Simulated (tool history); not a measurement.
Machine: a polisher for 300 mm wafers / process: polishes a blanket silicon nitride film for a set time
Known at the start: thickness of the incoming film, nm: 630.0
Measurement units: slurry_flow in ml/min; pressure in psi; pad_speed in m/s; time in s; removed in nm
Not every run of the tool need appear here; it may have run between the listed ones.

run 1 day=0.000 | slurry_flow=250 pressure=3.3 pad_speed=0.98 time=91 | removed=117.840
run 2 day=0.338 | slurry_flow=215 pressure=3.3 pad_speed=0.98 time=91 | removed=118.330
run 3 day=0.667 | slurry_flow=215 pressure=3.6 pad_speed=1.00 time=91 | removed=128.300
run 4 day=1.004 | slurry_flow=170 pressure=3.6 pad_speed=1.00 time=91 | removed=120.850
run 5 day=1.162 | slurry_flow=170 pressure=2.9 pad_speed=1.00 time=91 | removed=99.309
run 6 day=1.304 | slurry_flow=185 pressure=3.2 pad_speed=1.00 time=91 | removed=111.370
run 7 day=1.425 | slurry_flow=195 pressure=3.5 pad_speed=1.00 time=91 | removed=120.580
run 8 day=1.608 | slurry_flow=195 pressure=3.5 pad_speed=1.00 time=91 | removed=122.260
run 9 day=1.800 | slurry_flow=205 pressure=3.7 pad_speed=1.00 time=91 | removed=128.640
-- day=2.125 slurry nozzle cleaned
run 10 day=2.125 | slurry_flow=215 pressure=3.9 pad_speed=1.02 time=91 | removed=142.830
run 11 day=2.283 | slurry_flow=225 pressure=4.1 pad_speed=1.02 time=91 | removed=152.670
run 12 day=2.562 | slurry_flow=235 pressure=4.2 pad_speed=1.02 time=91 | removed=157.160
run 13 day=2.771 | slurry_flow=245 pressure=4.3 pad_speed=1.02 time=91 | removed=160.450
run 14 day=3.100 | slurry_flow=250 pressure=4.4 pad_speed=1.02 time=91 | removed=166.710
run 15 day=3.392 | slurry_flow=255 pressure=4.5 pad_speed=1.02 time=91 | removed=170.020
run 16 day=3.592 | slurry_flow=260 pressure=4.6 pad_speed=1.02 time=91 | removed=172.420
run 17 day=3.946 | slurry_flow=260 pressure=4.7 pad_speed=1.04 time=91 | removed=177.870
run 18 day=4.138 | slurry_flow=260 pressure=4.8 pad_speed=1.06 time=91 | removed=181.340
run 19 day=4.317 | slurry_flow=265 pressure=4.9 pad_speed=1.08 time=91 | removed=190.470
run 20 day=4.367 | slurry_flow=265 pressure=4.9 pad_speed=1.10 time=91 | removed=194.370

Expected results for the next run?
run 21 day=4.662 | slurry_flow=265 pressure=4.9 pad_speed=1.12 time=91 | removed=?

{"run 21": {"removed": 192.82}}
